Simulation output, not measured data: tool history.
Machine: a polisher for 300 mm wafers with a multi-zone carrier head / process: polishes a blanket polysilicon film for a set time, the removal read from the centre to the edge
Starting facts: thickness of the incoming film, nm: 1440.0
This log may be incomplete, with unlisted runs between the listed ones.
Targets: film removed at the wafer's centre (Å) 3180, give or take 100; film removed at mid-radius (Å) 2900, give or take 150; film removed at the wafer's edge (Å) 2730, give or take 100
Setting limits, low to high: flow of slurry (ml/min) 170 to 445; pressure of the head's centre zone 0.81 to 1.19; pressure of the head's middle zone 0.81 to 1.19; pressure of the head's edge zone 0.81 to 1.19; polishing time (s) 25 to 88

run  hour  flow of slurry (ml/min)  pressure of the head's centre zone  pressure of the head's middle zone  pressure of the head's edge zone  polishing time (s)  film removed at the wafer's centre (Å)  film removed at mid-radius (Å)  film removed at the wafer's edge (Å)
  1     0                      285                                   1                                   1                                 1                  56                                  4334.5                          4240.6                                4409.5
  2   1.5                      260                                   1                                   1                                 1                  56                                  4268.1                          4283.7                                4234.5
  3   4.4                      260                                   1                                   1                              1.08                  56                                  4279.4                          4233.8                                4470.7
  4  10.8                      260                                   1                                   1                              1.05                  56                                  4363.7                          4206.6                                4472.2
  5  12.1                      240                                1.02                                0.98                              0.99                  50                                  3905.6                          3703.4                                3765.8
  6    17                      225                                1.03                                0.97                              0.95                  47                                  3656.4                          3499.9                                3523.5
  7  17.8                      305                                1.13                                1.02                               0.9                  31                                  2724.1                          2372.5                                2331.1
  8  23.1                      300                                1.14                                1.05                              0.92                  33                                  2968.8                          2689.5                                2480.5

Which single option among these 5 for the next run brings every result within its allowed miss of target? Just one does.
  A  28.4                      285                                1.07                                1.17                              0.92                  36                                       ?                               ?                                     ?
  B  28.4                      265                                1.19                                1.02                              0.88                  38                                       ?                               ?                                     ?
  C  28.4                      240                                1.17                                1.17                              0.89                  34                                       ?                               ?                                     ?
  D  28.4                      440                                1.08                                1.01                              0.86                  36                                       ?                               ?                                     ?
  E  28.4                      335                                1.11                                1.04                              0.94                  33                                       ?                               ?                                     ?

move  film removed at the wafer's centre (Å)  film removed at mid-radius (Å)  film removed at the wafer's edge (Å)
   A                                  3040.8                          3164.8                                2700.6
   B                                  3538.8                          2946.8                                2782.7
   C                                  3077.9                          2932.6                                2476.7
   D                                  3189.1                          2892.3                                2697.8
   E                                    2938                          2661.6                                2533.8
A: corrects the largest miss of the last run, while another result sits out of spec
B: corrects the largest miss of the last run, while another result sits out of spec
C: as far off as the last run
D: all results land within tolerance of their targets
E: as far off as the last run
Answer: D
